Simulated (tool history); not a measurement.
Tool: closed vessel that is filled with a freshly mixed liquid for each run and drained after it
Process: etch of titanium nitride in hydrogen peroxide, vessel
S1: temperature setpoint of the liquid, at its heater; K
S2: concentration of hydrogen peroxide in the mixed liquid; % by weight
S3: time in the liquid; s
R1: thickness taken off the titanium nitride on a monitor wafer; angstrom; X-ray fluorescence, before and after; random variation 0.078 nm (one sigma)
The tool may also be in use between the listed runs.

run 1 day=0.000 | S1=326.15 S2=20.0 S3=350 | R1=227.22
run 2 day=0.058 | S1=326.15 S2=22.5 S3=350 | R1=233.69
run 3 day=0.162 | S1=325.65 S2=22.5 S3=350 | R1=223.77
run 4 day=0.212 | S1=325.65 S2=22.5 S3=350 | R1=225.40
run 5 day=0.500 | S1=319.15 S2=22.5 S3=350 | R1=139.91
run 6 day=0.596 | S1=320.15 S2=22.5 S3=350 | R1=150.51
run 7 day=0.904 | S1=320.15 S2=22.5 S3=350 | R1=150.86
run 8 day=1.083 | S1=320.65 S2=22.5 S3=350 | R1=156.21
run 9 day=1.400 | S1=320.65 S2=22.5 S3=350 | R1=156.61
run 10 day=1.583 | S1=320.65 S2=22.5 S3=350 | R1=155.51

Run 11 has not been measured yet. What should we expect?
run 11 day=1.871 | S1=321.15 S2=22.5 S3=350 | R1=?

Run 11 gave R1 161.94 angstrom.
